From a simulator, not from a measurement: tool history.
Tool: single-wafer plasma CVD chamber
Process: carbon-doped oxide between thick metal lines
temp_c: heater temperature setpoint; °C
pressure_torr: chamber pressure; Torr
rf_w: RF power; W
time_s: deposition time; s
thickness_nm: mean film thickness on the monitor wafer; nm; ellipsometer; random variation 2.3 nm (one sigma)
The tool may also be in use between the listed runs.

run 1 hour=0.0 | temp_c=350 pressure_torr=6.90 rf_w=475 time_s=110 | thickness_nm=560.80
run 2 hour=0.6 | temp_c=350 pressure_torr=6.90 rf_w=520 time_s=110 | thickness_nm=594.52
run 3 hour=6.4 | temp_c=349 pressure_torr=7.00 rf_w=525 time_s=110 | thickness_nm=599.91
run 4 hour=13.9 | temp_c=353 pressure_torr=7.00 rf_w=525 time_s=110 | thickness_nm=598.35
run 5 hour=14.6 | temp_c=353 pressure_torr=7.00 rf_w=525 time_s=105 | thickness_nm=569.74
run 6 hour=20.0 | temp_c=353 pressure_torr=7.00 rf_w=525 time_s=105 | thickness_nm=566.61
run 7 hour=28.2 | temp_c=353 pressure_torr=7.00 rf_w=525 time_s=105 | thickness_nm=567.22

Run 8 comes next. What will it give?
run 8 hour=30.4 | temp_c=350 pressure_torr=7.15 rf_w=535 time_s=105 | thickness_nm=?

Run 8 gave thickness_nm 575.40 nm.
